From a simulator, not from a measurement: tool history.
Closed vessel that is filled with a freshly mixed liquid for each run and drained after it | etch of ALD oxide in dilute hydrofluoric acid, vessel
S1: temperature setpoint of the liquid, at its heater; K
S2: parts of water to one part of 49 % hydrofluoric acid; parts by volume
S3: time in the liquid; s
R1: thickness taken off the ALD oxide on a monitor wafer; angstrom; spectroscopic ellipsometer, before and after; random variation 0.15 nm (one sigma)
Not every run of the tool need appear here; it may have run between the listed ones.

{"run": 1, "hour": 0.0, "S1": 296.15, "S2": 75, "S3": 90, "R1": 272.71}
{"run": 2, "hour": 6.3, "S1": 299.15, "S2": 75, "S3": 90, "R1": 310.32}
{"run": 3, "hour": 13.6, "S1": 299.15, "S2": 75, "S3": 95, "R1": 324.43}
{"run": 4, "hour": 14.2, "S1": 299.15, "S2": 75, "S3": 95, "R1": 328.01}
{"run": 5, "hour": 15.8, "S1": 296.65, "S2": 75, "S3": 95, "R1": 295.53}
{"run": 6, "hour": 19.7, "S1": 295.65, "S2": 75, "S3": 95, "R1": 280.62}
{"run": 7, "hour": 26.6, "S1": 294.65, "S2": 75, "S3": 95, "R1": 269.18}

For run 8, what comes out?
{"run": 8, "hour": 32.4, "S1": 294.15, "S2": 75, "S3": 95, "R1": "?"}

R1: 263.48 angstrom
